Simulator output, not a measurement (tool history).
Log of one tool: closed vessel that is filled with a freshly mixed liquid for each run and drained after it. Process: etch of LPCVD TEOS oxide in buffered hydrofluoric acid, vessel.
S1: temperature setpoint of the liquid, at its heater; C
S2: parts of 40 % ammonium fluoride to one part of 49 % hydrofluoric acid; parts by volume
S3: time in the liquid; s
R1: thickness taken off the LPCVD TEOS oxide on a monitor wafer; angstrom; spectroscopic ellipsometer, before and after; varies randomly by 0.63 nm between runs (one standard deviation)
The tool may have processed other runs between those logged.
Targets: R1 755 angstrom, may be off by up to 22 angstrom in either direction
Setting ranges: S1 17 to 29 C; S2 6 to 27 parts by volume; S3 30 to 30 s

run 1 hour=0 | S1=21 S2=16.5 S3=30 | R1=531.19
run 2 hour=2.8 | S1=21 S2=16.5 S3=30 | R1=542.62
run 3 hour=5.4 | S1=21 S2=16.5 S3=30 | R1=530.91
run 4 hour=8 | S1=22.5 S2=16.5 S3=30 | R1=582.05
run 5 hour=17.3 | S1=24 S2=16.5 S3=30 | R1=626.59
run 6 hour=18.4 | S1=24.5 S2=16.5 S3=30 | R1=643.84
run 7 hour=22.2 | S1=25 S2=16.5 S3=30 | R1=664.51
run 8 hour=26.3 | S1=25.5 S2=16.5 S3=30 | R1=680.31
run 9 hour=35.1 | S1=26 S2=16.5 S3=30 | R1=696.03
run 10 hour=38.3 | S1=26.5 S2=16.5 S3=30 | R1=712.49

Exactly one of the 4 candidate moves below puts every result within its allowed miss. Which one?
run A hour=41.5 | S1=27.5 S2=15.5 S3=30 | R1=?
run B hour=41.5 | S1=27 S2=16 S3=30 | R1=?
run C hour=41.5 | S1=29 S2=20 S3=30 | R1=?
run D hour=41.5 | S1=27.5 S2=18 S3=30 | R1=?

move=A R1=808.99
move=B R1=763.44
move=C R1=682.04
move=D R1=698.41
A: the result that was furthest off in the last run now lies on the other side of its target
B: every result lands within tolerance
C: lands further from the targets than the last run did
D: lands further from the targets than the last run did
The move that meets every target is B.
